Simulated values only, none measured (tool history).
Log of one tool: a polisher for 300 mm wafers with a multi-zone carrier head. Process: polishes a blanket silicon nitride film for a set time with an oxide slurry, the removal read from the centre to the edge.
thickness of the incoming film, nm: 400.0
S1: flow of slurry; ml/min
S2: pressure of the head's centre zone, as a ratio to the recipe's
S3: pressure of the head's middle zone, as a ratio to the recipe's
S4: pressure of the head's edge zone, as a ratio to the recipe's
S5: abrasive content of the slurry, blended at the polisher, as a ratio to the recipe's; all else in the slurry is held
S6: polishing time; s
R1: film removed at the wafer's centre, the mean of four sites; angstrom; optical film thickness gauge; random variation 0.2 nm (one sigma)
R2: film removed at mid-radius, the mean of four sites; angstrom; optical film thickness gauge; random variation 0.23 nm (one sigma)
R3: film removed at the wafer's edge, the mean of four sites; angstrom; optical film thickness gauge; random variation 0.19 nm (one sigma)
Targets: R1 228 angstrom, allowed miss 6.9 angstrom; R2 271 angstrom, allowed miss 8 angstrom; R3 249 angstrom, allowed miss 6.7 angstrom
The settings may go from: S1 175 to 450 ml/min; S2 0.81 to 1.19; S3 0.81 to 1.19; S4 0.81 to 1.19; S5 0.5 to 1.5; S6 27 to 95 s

{"run": 1, "hour": 0.0, "S1": 290, "S2": 1, "S3": 1, "S4": 1, "S5": 1, "S6": 61, "R1": 346.13, "R2": 350.48, "R3": 344.57}
{"run": 2, "hour": 2.2, "S1": 285, "S2": 0.98, "S3": 1, "S4": 0.98, "S5": 0.9, "S6": 61, "R1": 319.69, "R2": 334.33, "R3": 321.59}
{"run": 3, "hour": 4.8, "S1": 280, "S2": 0.96, "S3": 0.99, "S4": 0.96, "S5": 0.85, "S6": 61, "R1": 299.58, "R2": 310.49, "R3": 305.46}
{"run": 4, "hour": 5.9, "S1": 280, "S2": 0.96, "S3": 0.99, "S4": 0.96, "S5": 0.75, "S6": 61, "R1": 275.74, "R2": 291.02, "R3": 284.23}
{"run": 5, "hour": 9.4, "S1": 220, "S2": 0.96, "S3": 0.99, "S4": 0.96, "S5": 0.75, "S6": 61, "R1": 267.74, "R2": 276.02, "R3": 273.19}
{"run": 6, "hour": 17.5, "S1": 215, "S2": 0.94, "S3": 1, "S4": 0.95, "S5": 0.75, "S6": 61, "R1": 260.34, "R2": 281.56, "R3": 275.73}
{"run": 7, "hour": 18.7, "S1": 210, "S2": 0.93, "S3": 1, "S4": 0.93, "S5": 0.75, "S6": 61, "R1": 257.28, "R2": 282.12, "R3": 271.1}
{"run": 8, "hour": 22.8, "S1": 205, "S2": 0.92, "S3": 1, "S4": 0.92, "S5": 0.75, "S6": 61, "R1": 253.98, "R2": 283.65, "R3": 267.79}
{"run": 9, "hour": 24.0, "S1": 200, "S2": 0.91, "S3": 1, "S4": 0.91, "S5": 0.75, "S6": 61, "R1": 247.89, "R2": 284.12, "R3": 268.54}
{"run": 10, "hour": 27.2, "S1": 200, "S2": 0.91, "S3": 1, "S4": 0.9, "S5": 0.75, "S6": 61, "R1": 249.35, "R2": 279.61, "R3": 265.26}
{"run": 11, "hour": 28.0, "S1": 200, "S2": 0.9, "S3": 1, "S4": 0.89, "S5": 0.75, "S6": 61, "R1": 241.67, "R2": 284.73, "R3": 267.6}
{"run": 12, "hour": 36.1, "S1": 200, "S2": 0.9, "S3": 0.99, "S4": 0.83, "S5": 0.6, "S6": 61, "R1": 209.44, "R2": 237.79, "R3": 217.85}
{"run": 13, "hour": 44.8, "S1": 210, "S2": 0.9, "S3": 1, "S4": 0.85, "S5": 0.6, "S6": 61, "R1": 210, "R2": 240.95, "R3": 221.21}
{"run": 14, "hour": 47.6, "S1": 210, "S2": 0.9, "S3": 1.01, "S4": 0.87, "S5": 0.6, "S6": 61, "R1": 210.71, "R2": 244.42, "R3": 224.01}
{"run": 15, "hour": 51.8, "S1": 210, "S2": 0.9, "S3": 1.02, "S4": 0.89, "S5": 0.6, "S6": 61, "R1": 210.99, "R2": 241.98, "R3": 222.73}
{"run": 16, "hour": 59.2, "S1": 210, "S2": 0.9, "S3": 1.03, "S4": 0.9, "S5": 0.6, "S6": 61, "R1": 213.87, "R2": 246.59, "R3": 229.09}

Which of these 4 next moves meets every target?
{"run": "A", "hour": 66.6, "S1": 185, "S2": 0.95, "S3": 0.91, "S4": 0.98, "S5": 0.55, "S6": 72, "R1": "?", "R2": "?", "R3": "?"}
{"run": "B", "hour": 66.6, "S1": 175, "S2": 0.89, "S3": 1.04, "S4": 0.89, "S5": 0.5, "S6": 81, "R1": "?", "R2": "?", "R3": "?"}
{"run": "C", "hour": 66.6, "S1": 220, "S2": 0.82, "S3": 0.91, "S4": 1, "S5": 0.65, "S6": 59, "R1": "?", "R2": "?", "R3": "?"}
{"run": "D", "hour": 66.6, "S1": 255, "S2": 0.81, "S3": 1.01, "S4": 0.93, "S5": 0.9, "S6": 50, "R1": "?", "R2": "?", "R3": "?"}

move=A R1=233.25 R2=243.06 R3=256.43
move=B R1=223.19 R2=278.14 R3=250.97
move=C R1=194.63 R2=234.57 R3=247.8
move=D R1=206.52 R2=274.21 R3=254.73
A: further off than the last run
B: meets every target
C: further off than the last run
D: brings the result that was furthest off to its target, and leaves another outside
The right move is B.
